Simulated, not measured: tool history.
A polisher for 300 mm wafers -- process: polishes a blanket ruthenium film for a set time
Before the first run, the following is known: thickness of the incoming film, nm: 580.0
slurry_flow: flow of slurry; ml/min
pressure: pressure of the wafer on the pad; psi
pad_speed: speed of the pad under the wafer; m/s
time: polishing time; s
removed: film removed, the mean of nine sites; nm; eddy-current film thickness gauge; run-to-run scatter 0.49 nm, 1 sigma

Run 1, hour 0.0: slurry_flow 150 ml/min, pressure 1.6 psi, pad_speed 1.12 m/s, time 60 s. Result: removed 64.622 nm.
Run 2, hour 6.5: slurry_flow 145 ml/min, pressure 1.5 psi, pad_speed 1.12 m/s, time 60 s. Result: removed 60.817 nm.
Run 3, hour 9.4: slurry_flow 145 ml/min, pressure 1.5 psi, pad_speed 1.30 m/s, time 60 s. Result: removed 70.504 nm.
Run 4, hour 17.3: slurry_flow 140 ml/min, pressure 1.4 psi, pad_speed 1.30 m/s, time 60 s. Result: removed 65.568 nm.
Run 5, hour 23.5: slurry_flow 175 ml/min, pressure 1.4 psi, pad_speed 1.30 m/s, time 60 s. Result: removed 67.274 nm.
Run 6, hour 26.9: slurry_flow 175 ml/min, pressure 1.4 psi, pad_speed 1.30 m/s, time 63 s. Result: removed 70.425 nm.
Run 7, hour 35.5: slurry_flow 175 ml/min, pressure 1.3 psi, pad_speed 1.30 m/s, time 63 s. Result: removed 65.314 nm.

Expected results for the next run?
Run 8, hour 38.3: slurry_flow 175 ml/min, pressure 1.2 psi, pad_speed 1.30 m/s, time 63 s. Result: removed ?.

removed: 61.316 nm
